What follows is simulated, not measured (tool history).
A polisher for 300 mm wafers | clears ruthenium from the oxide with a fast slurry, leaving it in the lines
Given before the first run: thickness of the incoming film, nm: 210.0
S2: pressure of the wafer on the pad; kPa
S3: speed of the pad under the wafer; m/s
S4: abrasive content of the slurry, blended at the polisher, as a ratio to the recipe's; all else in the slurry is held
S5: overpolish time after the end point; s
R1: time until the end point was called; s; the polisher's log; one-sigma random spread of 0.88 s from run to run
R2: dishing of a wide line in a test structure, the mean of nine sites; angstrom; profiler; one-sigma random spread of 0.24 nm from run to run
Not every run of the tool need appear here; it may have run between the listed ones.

Run 1, hour 0: flow of slurry (ml/min) 250, S2 21.4 kPa, S3 0.9 m/s, S4 1, S5 9 s. Result: R1 41.399 s, R2 269.23 angstrom.
Run 2, hour 5.8: flow of slurry (ml/min) 250, S2 18.6 kPa, S3 0.9 m/s, S4 1, S5 9 s. Result: R1 46.998 s, R2 243.1 angstrom.
Run 3, hour 7.8: flow of slurry (ml/min) 250, S2 16.5 kPa, S3 0.9 m/s, S4 1, S5 9 s. Result: R1 53.646 s, R2 229.33 angstrom.
Run 4, hour 9.1: flow of slurry (ml/min) 250, S2 16.5 kPa, S3 0.9 m/s, S4 0.8, S5 9 s. Result: R1 65.91 s, R2 201.94 angstrom.
Run 5, hour 17.4: flow of slurry (ml/min) 250, S2 16.5 kPa, S3 0.9 m/s, S4 0.8, S5 12 s. Result: R1 62.656 s, R2 247.26 angstrom.
Run 6, hour 25.8: flow of slurry (ml/min) 250, S2 16.5 kPa, S3 0.9 m/s, S4 0.9, S5 12 s. Result: R1 59.589 s, R2 269.53 angstrom.
Run 7, hour 26.6: flow of slurry (ml/min) 250, S2 15.9 kPa, S3 0.9 m/s, S4 0.9, S5 11 s. Result: R1 60.002 s, R2 243.06 angstrom.

Expected results for the next run?
Run 8, hour 34.6: flow of slurry (ml/min) 250, S2 15.2 kPa, S3 0.9 m/s, S4 0.9, S5 10 s. Result: R1 ?, R2 ?.

For run 8 the tool returned R1 63.084 s, R2 223.64 angstrom.
